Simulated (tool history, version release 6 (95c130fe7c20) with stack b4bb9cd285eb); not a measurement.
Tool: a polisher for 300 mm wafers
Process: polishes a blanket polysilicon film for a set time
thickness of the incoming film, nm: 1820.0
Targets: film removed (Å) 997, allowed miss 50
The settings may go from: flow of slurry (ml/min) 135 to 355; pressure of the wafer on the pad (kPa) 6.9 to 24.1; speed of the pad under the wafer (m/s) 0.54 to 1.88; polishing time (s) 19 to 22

run  hour  flow of slurry (ml/min)  pressure of the wafer on the pad (kPa)  speed of the pad under the wafer (m/s)  polishing time (s)  film removed (Å)
  1     0                      225                                    15.2                                     1.2                  22            1482.8
  2   4.1                      225                                    15.2                                     1.2                  22            1501.8
  3  10.4                      225                                    15.2                                     1.5                  22            1840.5
  4    17                      225                                    14.5                                    1.48                  22              1801
  5  17.9                      190                                    14.5                                    1.48                  22            1710.1
     24.4  -- worn pad replaced by a new one
  6  24.4                      190                                    14.5                                    1.32                  22            1662.3
  7  27.5                      195                                    13.8                                     1.3                  22            1627.9
  8  31.9                      195                                    13.1                                    1.22                  22            1533.2
  9  40.6                      195                                    13.1                                    1.14                  22            1431.2
 10  45.3                      195                                    12.4                                     1.1                  22            1348.6
 11  50.1                      195                                     8.3                                    1.06                  22            1064.4

Which of these 5 next moves meets every target?
  A  54.9                      185                                       9                                    1.22                  20                 ?
  B  54.9                      195                                     9.7                                       1                  22                 ?
  C  54.9                      175                                     8.3                                     1.2                  22                 ?
  D  54.9                      245                                      11                                    0.88                  20                 ?
  E  54.9                      150                                    10.3                                    1.02                  22                 ?

move  film removed (Å)
   A            1107.9
   B              1095
   C            1149.7
   D            999.39
   E              1101
A: further off than the last run
B: further off than the last run
C: further off than the last run
D: meets every target
E: further off than the last run
Move D is the one to make.
